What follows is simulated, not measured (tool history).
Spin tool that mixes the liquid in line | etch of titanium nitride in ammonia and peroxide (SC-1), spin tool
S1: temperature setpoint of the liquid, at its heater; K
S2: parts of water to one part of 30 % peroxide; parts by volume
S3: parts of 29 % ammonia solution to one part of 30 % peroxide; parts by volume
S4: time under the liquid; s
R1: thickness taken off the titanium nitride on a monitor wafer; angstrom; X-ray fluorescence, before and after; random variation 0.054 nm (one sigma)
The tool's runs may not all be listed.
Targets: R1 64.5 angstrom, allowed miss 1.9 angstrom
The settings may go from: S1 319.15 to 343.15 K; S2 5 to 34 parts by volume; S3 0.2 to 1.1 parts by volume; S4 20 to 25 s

run	hour	S1	S2	S3	S4	R1
1	0	335.15	19	0.6	25	24.582
2	0.7	337.15	15	0.65	25	32.912
3	5.9	337.15	10.5	0.65	25	38.971
4	12.9	338.65	9.5	0.65	25	45.404
5	17.7	339.65	9	0.65	25	49.96
6	20.6	339.65	12	0.65	25	42.832
7	23.2	340.65	10.5	0.65	25	49.43
8	32	341.15	10	0.65	25	51.295
9	38.4	343.15	6	0.65	25	74.797

5 next moves are on the table. One of them brings every result within its allowed miss. Which?
A	44.8	343.15	5	0.55	20	?
B	44.8	342.65	5	0.65	25	?
C	44.8	342.65	5.5	0.8	25	?
D	44.8	342.65	8	0.4	25	?
E	44.8	342.65	8.5	0.55	25	?

move	R1
A	64.203
B	79.724
C	78.582
D	58.781
E	60.183
A: meets every target
B: further off than the last run
C: further off than the last run
D: takes the result that was furthest off past its target
E: takes the result that was furthest off past its target
Move A is the one to make.
